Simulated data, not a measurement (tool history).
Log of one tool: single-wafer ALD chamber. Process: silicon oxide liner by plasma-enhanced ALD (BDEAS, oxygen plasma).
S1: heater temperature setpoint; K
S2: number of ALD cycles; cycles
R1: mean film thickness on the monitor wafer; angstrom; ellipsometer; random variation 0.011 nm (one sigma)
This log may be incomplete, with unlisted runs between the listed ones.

{"run": 1, "hour": 0.0, "S1": 598.15, "S2": 27, "R1": 25.448}
{"run": 2, "hour": 6.2, "S1": 598.15, "S2": 31, "R1": 29.226}
{"run": 3, "hour": 9.8, "S1": 598.15, "S2": 34, "R1": 32.006}
{"run": 4, "hour": 17.6, "S1": 598.15, "S2": 36, "R1": 33.889}
{"run": 5, "hour": 22.9, "S1": 599.15, "S2": 34, "R1": 31.926}
{"run": 6, "hour": 30.3, "S1": 600.15, "S2": 32, "R1": 29.963}

Run 7 has not been measured yet. What should we expect?
{"run": 7, "hour": 38.9, "S1": 600.15, "S2": 30, "R1": "?"}

Run 7 measured R1 28.020 angstrom.
